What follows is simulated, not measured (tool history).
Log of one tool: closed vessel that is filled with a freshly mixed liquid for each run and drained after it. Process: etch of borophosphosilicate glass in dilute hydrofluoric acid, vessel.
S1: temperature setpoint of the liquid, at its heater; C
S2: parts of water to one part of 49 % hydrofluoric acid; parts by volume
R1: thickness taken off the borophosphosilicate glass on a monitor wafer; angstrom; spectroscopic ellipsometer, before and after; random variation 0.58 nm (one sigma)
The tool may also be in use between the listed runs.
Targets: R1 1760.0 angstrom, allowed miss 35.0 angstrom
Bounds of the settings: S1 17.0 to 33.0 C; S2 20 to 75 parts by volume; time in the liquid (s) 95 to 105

run 1 hour=0.0 | S1=25.0 S2=45 time_in_the_liquid_(s)=95 | R1=1120.5
run 2 hour=4.0 | S1=25.0 S2=45 time_in_the_liquid_(s)=105 | R1=1233.0
run 3 hour=11.8 | S1=25.0 S2=45 time_in_the_liquid_(s)=95 | R1=1118.7
run 4 hour=20.0 | S1=27.0 S2=45 time_in_the_liquid_(s)=95 | R1=1215.1
run 5 hour=22.3 | S1=28.5 S2=45 time_in_the_liquid_(s)=95 | R1=1296.2
run 6 hour=23.3 | S1=28.5 S2=45 time_in_the_liquid_(s)=95 | R1=1299.7
run 7 hour=32.0 | S1=29.5 S2=45 time_in_the_liquid_(s)=95 | R1=1350.1
run 8 hour=36.4 | S1=30.5 S2=45 time_in_the_liquid_(s)=95 | R1=1405.1

5 next moves are on the table. One of them brings every result within its allowed miss. Which?
run A hour=40.8 | S1=31.0 S2=35 time_in_the_liquid_(s)=95 | R1=?
run B hour=40.8 | S1=29.0 S2=35 time_in_the_liquid_(s)=105 | R1=?
run C hour=40.8 | S1=26.0 S2=35 time_in_the_liquid_(s)=105 | R1=?
run D hour=40.8 | S1=29.5 S2=40 time_in_the_liquid_(s)=105 | R1=?
run E hour=40.8 | S1=30.5 S2=40 time_in_the_liquid_(s)=105 | R1=?

move=A R1=1859.5
move=B R1=1895.4
move=C R1=1674.9
move=D R1=1680.3
move=E R1=1749.3
A: takes the result that was furthest off past its target
B: takes the result that was furthest off past its target
C: nearer than the last run, and not there yet
D: nearer than the last run, and not there yet
E: meets every target
Answer: E
